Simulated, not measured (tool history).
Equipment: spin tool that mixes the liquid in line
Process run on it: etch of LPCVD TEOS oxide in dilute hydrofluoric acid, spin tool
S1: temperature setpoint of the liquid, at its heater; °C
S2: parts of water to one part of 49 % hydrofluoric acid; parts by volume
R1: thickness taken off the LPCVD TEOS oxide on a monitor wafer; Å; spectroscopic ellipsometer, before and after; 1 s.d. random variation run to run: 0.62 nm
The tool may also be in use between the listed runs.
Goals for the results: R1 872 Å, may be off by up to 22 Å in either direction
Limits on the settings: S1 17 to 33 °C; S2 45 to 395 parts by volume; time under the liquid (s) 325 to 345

{"run": 1, "hour": 0.0, "S1": 25, "S2": 220, "time under the liquid (s)": 325, "R1": 298.14}
{"run": 2, "hour": 2.7, "S1": 25, "S2": 220, "time under the liquid (s)": 345, "R1": 318.66}
{"run": 3, "hour": 7.9, "S1": 25, "S2": 220, "time under the liquid (s)": 345, "R1": 316.33}
{"run": 4, "hour": 9.0, "S1": 25, "S2": 220, "time under the liquid (s)": 325, "R1": 298.41}
{"run": 5, "hour": 11.7, "S1": 25, "S2": 220, "time under the liquid (s)": 325, "R1": 299.39}
{"run": 6, "hour": 14.1, "S1": 26, "S2": 200, "time under the liquid (s)": 325, "R1": 349.71}
{"run": 7, "hour": 15.0, "S1": 27, "S2": 185, "time under the liquid (s)": 325, "R1": 400.06}
{"run": 8, "hour": 21.6, "S1": 31, "S2": 95, "time under the liquid (s)": 325, "R1": 1022.5}
{"run": 9, "hour": 30.1, "S1": 28, "S2": 95, "time under the liquid (s)": 325, "R1": 906.18}

Consider the 5 candidate settings below. Which is the only one whose results all fall within their allowed miss of target?
{"run": "A", "hour": 38.6, "S1": 28, "S2": 95, "time under the liquid (s)": 335, "R1": "?"}
{"run": "B", "hour": 38.6, "S1": 30, "S2": 105, "time under the liquid (s)": 345, "R1": "?"}
{"run": "C", "hour": 38.6, "S1": 26.5, "S2": 90, "time under the liquid (s)": 330, "R1": "?"}
{"run": "D", "hour": 38.6, "S1": 28.5, "S2": 100, "time under the liquid (s)": 345, "R1": "?"}
{"run": "E", "hour": 38.6, "S1": 27, "S2": 95, "time under the liquid (s)": 330, "R1": "?"}

move=A R1=932.24
move=B R1=924.07
move=C R1=920.84
move=D R1=923.33
move=E R1=883.62
A: the biggest miss grows against the last run
B: the biggest miss grows against the last run
C: the biggest miss grows against the last run
D: the biggest miss grows against the last run
E: all results land within tolerance of their targets
The move that meets every target is E.
